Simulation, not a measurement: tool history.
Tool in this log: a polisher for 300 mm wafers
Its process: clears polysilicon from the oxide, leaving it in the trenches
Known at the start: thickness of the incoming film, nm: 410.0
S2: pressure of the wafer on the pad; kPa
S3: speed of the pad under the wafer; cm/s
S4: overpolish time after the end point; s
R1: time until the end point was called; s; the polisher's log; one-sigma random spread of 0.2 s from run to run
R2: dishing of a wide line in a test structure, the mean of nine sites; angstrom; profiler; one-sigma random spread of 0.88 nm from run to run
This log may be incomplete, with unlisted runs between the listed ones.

{"run": 1, "day": 0.0, "flow of slurry (ml/min)": 160, "S2": 21.4, "S3": 96, "S4": 8, "R1": 27.926, "R2": 473.67}
{"run": 2, "day": 0.242, "flow of slurry (ml/min)": 160, "S2": 21.4, "S3": 108, "S4": 8, "R1": 25.122, "R2": 488.94}
{"run": 3, "day": 0.433, "flow of slurry (ml/min)": 160, "S2": 23.4, "S3": 108, "S4": 8, "R1": 24.156, "R2": 493.35}
{"run": 4, "day": 0.712, "flow of slurry (ml/min)": 160, "S2": 24.8, "S3": 108, "S4": 7, "R1": 22.917, "R2": 475.14}
{"run": 5, "day": 0.871, "flow of slurry (ml/min)": 160, "S2": 24.8, "S3": 124, "S4": 7, "R1": 20.929, "R2": 507.59}
{"run": 6, "day": 0.942, "flow of slurry (ml/min)": 160, "S2": 24.8, "S3": 124, "S4": 5, "R1": 20.765, "R2": 454.44}
{"run": 7, "day": 1.3, "flow of slurry (ml/min)": 175, "S2": 27.6, "S3": 124, "S4": 3, "R1": 18.986, "R2": 370.03}
{"run": 8, "day": 1.417, "flow of slurry (ml/min)": 175, "S2": 27.6, "S3": 124, "S4": 3, "R1": 19.035, "R2": 365.21}
{"run": 9, "day": 1.45, "flow of slurry (ml/min)": 170, "S2": 27.6, "S3": 124, "S4": 3, "R1": 19.579, "R2": 357.06}
{"run": 10, "day": 1.767, "flow of slurry (ml/min)": 170, "S2": 27.6, "S3": 124, "S4": 3, "R1": 19.269, "R2": 355.86}
{"run": 11, "day": 2.079, "flow of slurry (ml/min)": 170, "S2": 27.6, "S3": 124, "S4": 3, "R1": 18.963, "R2": 354.07}

What will run 12 give?
{"run": 12, "day": 2.433, "flow of slurry (ml/min)": 170, "S2": 27.6, "S3": 126, "S4": 3, "R1": "?", "R2": "?"}

R1: 18.93 s
R2: 370.88 angstrom

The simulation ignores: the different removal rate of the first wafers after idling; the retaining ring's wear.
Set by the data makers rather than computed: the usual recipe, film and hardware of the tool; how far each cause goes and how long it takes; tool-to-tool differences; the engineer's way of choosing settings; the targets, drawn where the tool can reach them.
